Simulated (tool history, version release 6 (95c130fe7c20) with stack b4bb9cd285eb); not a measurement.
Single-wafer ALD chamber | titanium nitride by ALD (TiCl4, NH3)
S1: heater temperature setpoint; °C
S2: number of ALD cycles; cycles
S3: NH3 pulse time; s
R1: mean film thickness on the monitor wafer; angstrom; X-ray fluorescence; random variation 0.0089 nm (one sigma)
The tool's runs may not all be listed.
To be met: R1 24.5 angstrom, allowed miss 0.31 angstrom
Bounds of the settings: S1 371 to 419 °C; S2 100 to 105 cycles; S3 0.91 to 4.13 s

{"run": 1, "hour": 0.0, "S1": 395, "S2": 105, "S3": 2.52, "R1": 25.835}
{"run": 2, "hour": 4.9, "S1": 395, "S2": 105, "S3": 2.08, "R1": 25.712}
{"run": 3, "hour": 6.6, "S1": 394, "S2": 104, "S3": 1.99, "R1": 25.401}
{"run": 4, "hour": 14.1, "S1": 394, "S2": 104, "S3": 1.57, "R1": 24.921}
{"run": 5, "hour": 18.7, "S1": 394, "S2": 104, "S3": 2.28, "R1": 25.634}
{"run": 6, "hour": 24.1, "S1": 394, "S2": 104, "S3": 1.97, "R1": 25.184}
{"run": 7, "hour": 25.0, "S1": 393, "S2": 103, "S3": 1.97, "R1": 25.046}
{"run": 8, "hour": 33.5, "S1": 393, "S2": 103, "S3": 1.97, "R1": 25.134}

Which of these 4 next moves meets every target?
{"run": "A", "hour": 42.0, "S1": 407, "S2": 102, "S3": 2.12, "R1": "?"}
{"run": "B", "hour": 42.0, "S1": 405, "S2": 104, "S3": 2.11, "R1": "?"}
{"run": "C", "hour": 42.0, "S1": 405, "S2": 101, "S3": 1.53, "R1": "?"}
{"run": "D", "hour": 42.0, "S1": 396, "S2": 104, "S3": 2.03, "R1": "?"}

move=A R1=24.932
move=B R1=25.401
move=C R1=24.304
move=D R1=25.262
A: nearer than the last run, and not there yet
B: further off than the last run
C: meets every target
D: further off than the last run
The right move is C.

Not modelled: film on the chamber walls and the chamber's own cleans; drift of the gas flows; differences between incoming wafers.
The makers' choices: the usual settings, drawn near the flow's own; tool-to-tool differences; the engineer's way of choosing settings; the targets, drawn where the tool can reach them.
